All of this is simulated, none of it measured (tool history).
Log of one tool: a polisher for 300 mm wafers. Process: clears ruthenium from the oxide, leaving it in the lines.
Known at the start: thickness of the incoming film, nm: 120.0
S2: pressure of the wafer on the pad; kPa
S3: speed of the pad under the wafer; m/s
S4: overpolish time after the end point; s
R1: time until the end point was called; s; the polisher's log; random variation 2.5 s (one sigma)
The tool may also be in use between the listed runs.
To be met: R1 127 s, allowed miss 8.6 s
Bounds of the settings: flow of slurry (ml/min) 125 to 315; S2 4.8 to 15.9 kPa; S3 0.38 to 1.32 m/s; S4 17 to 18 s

{"run": 1, "hour": 0.0, "flow of slurry (ml/min)": 205, "S2": 10.3, "S3": 0.84, "S4": 17, "R1": 190.03}
{"run": 2, "hour": 1.2, "flow of slurry (ml/min)": 205, "S2": 11, "S3": 0.86, "S4": 17, "R1": 176.84}
{"run": 3, "hour": 6.3, "flow of slurry (ml/min)": 205, "S2": 11, "S3": 0.86, "S4": 17, "R1": 181.28}
{"run": 4, "hour": 13.2, "flow of slurry (ml/min)": 205, "S2": 11, "S3": 0.86, "S4": 18, "R1": 181.3}
{"hour": 15.3, "done": "slurry nozzle cleaned"}
{"run": 5, "hour": 15.3, "flow of slurry (ml/min)": 205, "S2": 11.7, "S3": 0.88, "S4": 18, "R1": 158.27}
{"run": 6, "hour": 19.6, "flow of slurry (ml/min)": 205, "S2": 11, "S3": 0.88, "S4": 18, "R1": 167.1}
{"run": 7, "hour": 21.8, "flow of slurry (ml/min)": 205, "S2": 11.7, "S3": 0.9, "S4": 18, "R1": 155.44}
{"run": 8, "hour": 27.3, "flow of slurry (ml/min)": 205, "S2": 11.7, "S3": 0.9, "S4": 18, "R1": 159.82}
{"run": 9, "hour": 33.0, "flow of slurry (ml/min)": 205, "S2": 12.4, "S3": 0.92, "S4": 18, "R1": 140.83}
{"run": 10, "hour": 40.5, "flow of slurry (ml/min)": 205, "S2": 13.1, "S3": 0.92, "S4": 18, "R1": 140.67}

5 next moves are on the table. One of them brings every result within its allowed miss. Which?
{"run": "A", "hour": 48.0, "flow of slurry (ml/min)": 200, "S2": 11.7, "S3": 0.96, "S4": 18, "R1": "?"}
{"run": "B", "hour": 48.0, "flow of slurry (ml/min)": 200, "S2": 12.4, "S3": 1.04, "S4": 18, "R1": "?"}
{"run": "C", "hour": 48.0, "flow of slurry (ml/min)": 255, "S2": 12.4, "S3": 0.92, "S4": 17, "R1": "?"}
{"run": "D", "hour": 48.0, "flow of slurry (ml/min)": 220, "S2": 13.8, "S3": 0.78, "S4": 17, "R1": "?"}
{"run": "E", "hour": 48.0, "flow of slurry (ml/min)": 205, "S2": 14.5, "S3": 1.06, "S4": 18, "R1": "?"}

move=A R1=145.57
move=B R1=129.23
move=C R1=139.42
move=D R1=149
move=E R1=110.68
A: further off than the last run
B: meets every target
C: nearer than the last run, and not there yet
D: further off than the last run
E: takes the result that was furthest off past its target
Answer: B
